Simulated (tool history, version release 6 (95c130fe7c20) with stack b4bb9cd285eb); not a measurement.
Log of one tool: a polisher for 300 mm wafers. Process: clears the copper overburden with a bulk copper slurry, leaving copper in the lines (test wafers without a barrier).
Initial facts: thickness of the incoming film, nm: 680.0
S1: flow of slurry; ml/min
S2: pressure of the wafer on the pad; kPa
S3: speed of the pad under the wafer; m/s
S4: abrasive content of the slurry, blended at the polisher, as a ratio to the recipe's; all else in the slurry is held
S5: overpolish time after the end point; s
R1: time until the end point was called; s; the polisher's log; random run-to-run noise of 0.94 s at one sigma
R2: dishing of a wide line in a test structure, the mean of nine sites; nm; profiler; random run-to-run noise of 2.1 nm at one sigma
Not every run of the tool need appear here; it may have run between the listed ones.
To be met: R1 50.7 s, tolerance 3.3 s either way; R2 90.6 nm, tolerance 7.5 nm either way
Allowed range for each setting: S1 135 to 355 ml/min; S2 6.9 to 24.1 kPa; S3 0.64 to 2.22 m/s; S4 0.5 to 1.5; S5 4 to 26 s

| run | hour | S1 | S2 | S3 | S4 | S5 | R1 | R2 |
|---|---|---|---|---|---|---|---|---|
| 1 | 0 | 225 | 15.2 | 1.42 | 1 | 13 | 85.09 | 62.031 |
| 2 | 5.1 | 225 | 17.2 | 1.44 | 1 | 13 | 73.723 | 71.615 |
| 3 | 10.7 | 225 | 14.5 | 1.44 | 1 | 13 | 86.046 | 63.841 |
| 4 | 14 | 225 | 16.5 | 1.46 | 1 | 13 | 75.989 | 69.54 |
| 5 | 21.2 | 225 | 18.6 | 1.46 | 1 | 13 | 68.473 | 75.428 |
| 6 | 26.5 | 225 | 18.6 | 1.18 | 1 | 13 | 77.509 | 71.068 |
| 7 | 27.5 | 225 | 20 | 1.24 | 1 | 13 | 71.937 | 70.942 |
| 8 | 30.9 | 225 | 21.4 | 1.3 | 1 | 13 | 64.184 | 75.013 |
| 9 | 37.8 | 225 | 22.1 | 1.34 | 1 | 13 | 62.438 | 80.03 |
| 10 | 39.3 | 225 | 22.8 | 1.4 | 1 | 13 | 56.512 | 86.798 |

Pick the move, out of 4, that brings all results within their allowed miss; only one does.
| A | 40.8 | 235 | 24.1 | 1.62 | 1.1 | 9 | ? | ? |
| B | 40.8 | 180 | 24.1 | 1.56 | 1 | 13 | ? | ? |
| C | 40.8 | 220 | 24.1 | 1.74 | 1.15 | 14 | ? | ? |
| D | 40.8 | 255 | 24.1 | 1.76 | 1 | 15 | ? | ? |

| move | R1 | R2 |
|---|---|---|
| A | 44.349 | 75.999 |
| B | 49.158 | 88.572 |
| C | 41.347 | 99.862 |
| D | 41.99 | 102.17 |
A: carries the result that was furthest off beyond its target, to the other side
B: all results land within tolerance of their targets
C: carries the result that was furthest off beyond its target, to the other side
D: carries the result that was furthest off beyond its target, to the other side
B is the move that brings every result within its allowed miss.

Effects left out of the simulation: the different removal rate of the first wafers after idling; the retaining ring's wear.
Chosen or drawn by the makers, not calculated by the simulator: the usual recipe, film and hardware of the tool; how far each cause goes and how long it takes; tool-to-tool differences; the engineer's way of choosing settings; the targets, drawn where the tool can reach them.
